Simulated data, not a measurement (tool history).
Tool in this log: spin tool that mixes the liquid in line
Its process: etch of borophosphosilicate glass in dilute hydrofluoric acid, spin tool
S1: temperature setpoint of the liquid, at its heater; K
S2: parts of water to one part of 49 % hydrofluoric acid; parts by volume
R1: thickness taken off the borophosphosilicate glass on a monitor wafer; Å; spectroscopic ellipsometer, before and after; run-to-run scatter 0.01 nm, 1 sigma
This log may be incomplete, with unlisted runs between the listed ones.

Run 1, hour 0.0: S1 295.15 K, S2 130 parts by volume, time under the liquid (s) 15. Result: R1 40.339 Å.
Run 2, hour 5.7: S1 297.65 K, S2 130 parts by volume, time under the liquid (s) 15. Result: R1 44.353 Å.
Run 3, hour 9.5: S1 295.65 K, S2 135 parts by volume, time under the liquid (s) 15. Result: R1 39.726 Å.
Run 4, hour 17.2: S1 294.15 K, S2 135 parts by volume, time under the liquid (s) 15. Result: R1 37.318 Å.
Run 5, hour 24.0: S1 294.15 K, S2 135 parts by volume, time under the liquid (s) 15. Result: R1 37.243 Å.
Run 6, hour 25.7: S1 293.15 K, S2 135 parts by volume, time under the liquid (s) 15. Result: R1 35.940 Å.

Forecast run 7:
Run 7, hour 31.3: S1 292.15 K, S2 135 parts by volume, time under the liquid (s) 15. Result: R1 ?.

R1: 34.550 Å
